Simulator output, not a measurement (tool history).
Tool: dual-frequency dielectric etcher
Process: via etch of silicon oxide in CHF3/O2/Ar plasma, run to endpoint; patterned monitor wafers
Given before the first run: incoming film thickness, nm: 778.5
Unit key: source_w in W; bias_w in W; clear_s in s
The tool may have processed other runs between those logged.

Run 1, hour 0.0: source_w 580 W, bias_w 154 W. Result: clear_s 423.76 s.
Run 2, hour 3.1: source_w 600 W, bias_w 156 W. Result: clear_s 419.77 s.
Run 3, hour 3.9: source_w 540 W, bias_w 156 W. Result: clear_s 433.00 s.
Run 4, hour 11.6: source_w 570 W, bias_w 159 W. Result: clear_s 427.73 s.
Run 5, hour 14.6: source_w 570 W, bias_w 183 W. Result: clear_s 409.38 s.
Run 6, hour 16.7: source_w 470 W, bias_w 183 W. Result: clear_s 434.16 s.
Run 7, hour 22.5: source_w 500 W, bias_w 186 W. Result: clear_s 423.19 s.
Run 8, hour 29.4: source_w 520 W, bias_w 189 W. Result: clear_s 420.48 s.
Run 9, hour 32.0: source_w 540 W, bias_w 192 W. Result: clear_s 411.85 s.
Run 10, hour 36.8: source_w 560 W, bias_w 194 W. Result: clear_s 404.23 s.
Run 11, hour 39.6: source_w 570 W, bias_w 196 W. Result: clear_s 403.36 s.
Run 12, hour 42.6: source_w 580 W, bias_w 198 W. Result: clear_s 402.22 s.

Forecast run 13:
Run 13, hour 48.5: source_w 590 W, bias_w 200 W. Result: clear_s ?.

clear_s: 397.04 s
